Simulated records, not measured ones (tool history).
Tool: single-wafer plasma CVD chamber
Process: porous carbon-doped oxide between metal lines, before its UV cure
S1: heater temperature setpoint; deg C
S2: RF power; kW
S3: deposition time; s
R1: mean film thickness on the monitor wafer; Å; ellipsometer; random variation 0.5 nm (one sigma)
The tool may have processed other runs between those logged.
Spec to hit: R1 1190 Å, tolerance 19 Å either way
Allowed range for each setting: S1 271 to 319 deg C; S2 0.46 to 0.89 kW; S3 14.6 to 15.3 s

run  hour   S1     S2    S3      R1
  1     0  295  0.675  15.3  972.94
  2   5.3  288    0.7  15.3  1046.9
  3    12  288  0.785  15.3  1123.8
  4  14.4  286  0.785  15.3  1144.2
  5  15.7  286  0.785  15.3  1144.6
  6  21.2  286   0.69  15.3  1042.9
  7    28  282  0.705  15.3  1094.7
  8  34.2  279   0.71  15.3  1112.1
  9  41.4  277   0.72  15.3  1149.6
 10  43.8  276   0.72  15.3    1156
     46.5  -- RF generator calibrated
 11  46.5  271  0.725  15.3  1246.5

5 candidate next runs follow, results not yet known. Just one meets every target within its allowed miss. Identify it.
  A  49.2  278   0.76  14.8   ?
  B  49.2  279   0.84  14.6   ?
  C  49.2  271  0.735  15.1   ?
  D  49.2  275  0.745  15.2   ?
  E  49.2  271   0.81  15.2   ?

move      R1
   A  1187.9
   B    1246
   C  1243.8
   D  1227.8
   E    1338
A: each result inside its tolerance
B: roughly where the last run was
C: roughly where the last run was
D: closer than the last run, but not yet in spec
E: the biggest miss grows against the last run
Go with A: it meets all targets.
